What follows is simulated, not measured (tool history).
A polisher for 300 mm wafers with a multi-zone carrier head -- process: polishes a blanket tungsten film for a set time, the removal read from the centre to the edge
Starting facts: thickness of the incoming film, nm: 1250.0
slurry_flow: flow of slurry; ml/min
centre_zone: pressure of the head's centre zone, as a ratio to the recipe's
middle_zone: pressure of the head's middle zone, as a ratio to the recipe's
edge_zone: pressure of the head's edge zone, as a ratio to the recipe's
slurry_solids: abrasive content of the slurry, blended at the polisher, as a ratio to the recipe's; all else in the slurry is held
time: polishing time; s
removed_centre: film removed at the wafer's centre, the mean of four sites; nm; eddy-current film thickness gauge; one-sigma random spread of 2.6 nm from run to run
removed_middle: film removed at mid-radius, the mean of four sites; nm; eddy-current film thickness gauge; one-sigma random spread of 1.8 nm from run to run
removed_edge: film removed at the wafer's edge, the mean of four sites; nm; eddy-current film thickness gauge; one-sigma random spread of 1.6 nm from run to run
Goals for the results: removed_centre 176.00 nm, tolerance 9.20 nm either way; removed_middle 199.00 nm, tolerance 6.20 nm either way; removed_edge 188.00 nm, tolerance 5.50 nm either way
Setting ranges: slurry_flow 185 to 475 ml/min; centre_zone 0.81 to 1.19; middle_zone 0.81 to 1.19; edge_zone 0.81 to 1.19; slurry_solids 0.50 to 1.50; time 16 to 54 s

{"run": 1, "hour": 0.0, "slurry_flow": 305, "centre_zone": 1.0, "middle_zone": 1.0, "edge_zone": 1.0, "slurry_solids": 1.0, "time": 35, "removed_centre": 212.46, "removed_middle": 208.52, "removed_edge": 213.32}
{"run": 2, "hour": 8.3, "slurry_flow": 305, "centre_zone": 1.0, "middle_zone": 1.05, "edge_zone": 1.0, "slurry_solids": 1.0, "time": 35, "removed_centre": 218.13, "removed_middle": 220.23, "removed_edge": 213.38}
{"run": 3, "hour": 12.9, "slurry_flow": 305, "centre_zone": 1.0, "middle_zone": 1.05, "edge_zone": 1.0, "slurry_solids": 1.0, "time": 30, "removed_centre": 183.63, "removed_middle": 184.96, "removed_edge": 184.13}
{"run": 4, "hour": 15.9, "slurry_flow": 305, "centre_zone": 1.0, "middle_zone": 1.05, "edge_zone": 1.0, "slurry_solids": 1.1, "time": 30, "removed_centre": 192.83, "removed_middle": 192.07, "removed_edge": 186.22}
{"run": 5, "hour": 17.3, "slurry_flow": 305, "centre_zone": 1.0, "middle_zone": 1.05, "edge_zone": 1.0, "slurry_solids": 1.1, "time": 38, "removed_centre": 238.08, "removed_middle": 239.75, "removed_edge": 235.73}
{"run": 6, "hour": 20.9, "slurry_flow": 255, "centre_zone": 1.0, "middle_zone": 1.05, "edge_zone": 1.0, "slurry_solids": 1.1, "time": 38, "removed_centre": 225.26, "removed_middle": 234.25, "removed_edge": 233.32}
{"run": 7, "hour": 23.8, "slurry_flow": 260, "centre_zone": 0.98, "middle_zone": 1.05, "edge_zone": 0.96, "slurry_solids": 0.9, "time": 37, "removed_centre": 213.56, "removed_middle": 220.13, "removed_edge": 215.75}
{"run": 8, "hour": 29.9, "slurry_flow": 255, "centre_zone": 0.94, "middle_zone": 1.06, "edge_zone": 0.93, "slurry_solids": 0.8, "time": 36, "removed_centre": 193.03, "removed_middle": 214.4, "removed_edge": 203.57}
{"run": 9, "hour": 35.5, "slurry_flow": 250, "centre_zone": 0.93, "middle_zone": 1.05, "edge_zone": 0.91, "slurry_solids": 0.75, "time": 36, "removed_centre": 188.89, "removed_middle": 211.22, "removed_edge": 200.54}
{"run": 10, "hour": 41.3, "slurry_flow": 245, "centre_zone": 0.9, "middle_zone": 1.02, "edge_zone": 0.85, "slurry_solids": 0.55, "time": 35, "removed_centre": 177.53, "removed_middle": 191.17, "removed_edge": 183.5}
{"run": 11, "hour": 48.1, "slurry_flow": 250, "centre_zone": 0.9, "middle_zone": 1.03, "edge_zone": 0.86, "slurry_solids": 0.55, "time": 35, "removed_centre": 172.17, "removed_middle": 192.21, "removed_edge": 184.85}

Of the 5 settings listed for the next run, only one would bring every result within its allowed miss of target. Which one?
{"run": "A", "hour": 54.9, "slurry_flow": 195, "centre_zone": 0.89, "middle_zone": 1.13, "edge_zone": 0.81, "slurry_solids": 0.55, "time": 37, "removed_centre": "?", "removed_middle": "?", "removed_edge": "?"}
{"run": "B", "hour": 54.9, "slurry_flow": 230, "centre_zone": 0.97, "middle_zone": 0.94, "edge_zone": 0.86, "slurry_solids": 0.5, "time": 35, "removed_centre": "?", "removed_middle": "?", "removed_edge": "?"}
{"run": "C", "hour": 54.9, "slurry_flow": 265, "centre_zone": 0.87, "middle_zone": 1.01, "edge_zone": 0.89, "slurry_solids": 0.6, "time": 34, "removed_centre": "?", "removed_middle": "?", "removed_edge": "?"}
{"run": "D", "hour": 54.9, "slurry_flow": 340, "centre_zone": 0.9, "middle_zone": 1.04, "edge_zone": 0.88, "slurry_solids": 0.5, "time": 35, "removed_centre": "?", "removed_middle": "?", "removed_edge": "?"}
{"run": "E", "hour": 54.9, "slurry_flow": 255, "centre_zone": 0.82, "middle_zone": 0.94, "edge_zone": 0.9, "slurry_solids": 0.5, "time": 36, "removed_centre": "?", "removed_middle": "?", "removed_edge": "?"}

move=A removed_centre=171.84 removed_middle=213.41 removed_edge=186.39
move=B removed_centre=180.52 removed_middle=176.33 removed_edge=181.81
move=C removed_centre=164.17 removed_middle=189.33 removed_edge=185.06
move=D removed_centre=176.33 removed_middle=200.68 removed_edge=189.55
move=E removed_centre=159.27 removed_middle=184.16 removed_edge=191.88
A: pushes the last run's worst result past its target
B: the biggest miss grows against the last run
C: the biggest miss grows against the last run
D: each result inside its tolerance
E: the biggest miss grows against the last run
D meets every target.
